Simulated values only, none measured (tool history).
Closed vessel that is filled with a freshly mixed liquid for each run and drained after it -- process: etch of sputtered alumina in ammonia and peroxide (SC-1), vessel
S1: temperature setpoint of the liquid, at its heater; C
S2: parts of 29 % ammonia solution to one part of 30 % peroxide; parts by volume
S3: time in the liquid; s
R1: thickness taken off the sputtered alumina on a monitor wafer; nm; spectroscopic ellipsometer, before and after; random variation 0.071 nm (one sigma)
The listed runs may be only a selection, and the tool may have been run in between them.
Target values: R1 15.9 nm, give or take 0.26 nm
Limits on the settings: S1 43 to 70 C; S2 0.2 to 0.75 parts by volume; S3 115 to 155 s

run  hour    S1    S2   S3      R1
  1     0    59  0.45  155  11.827
  2   4.6    54  0.45  155  9.1071
  3   9.7  57.5  0.45  155  11.009
  4  12.4  57.5  0.55  155  11.285
  5  16.4  57.5  0.55  155  11.123
  6  17.3  57.5  0.55  115   8.302
  7  20.2    62  0.55  115  10.388
  8  23.2  64.5   0.5  120  12.338
  9  28.1  66.5   0.5  120  13.578
 10  29.1  67.5   0.5  120  14.178
 11  34.1  68.5   0.5  120  14.903
 12  40.1    69   0.5  120  15.349

Which one of the following 5 next-run settings gets every result inside its allowed miss? There is exactly one.
  A  46.1    65  0.35  150   ?
  B  46.1  68.5  0.45  115   ?
  C  46.1  65.5  0.45  150   ?
  D  46.1    67   0.5  125   ?
  E  46.1    69   0.4  120   ?

move      R1
   A  15.201
   B   14.17
   C  15.956
   D  14.459
   E  14.981
A: misses by more than the last run did
B: misses by more than the last run did
C: meets every target
D: misses by more than the last run did
E: misses by more than the last run did
The right move is C.
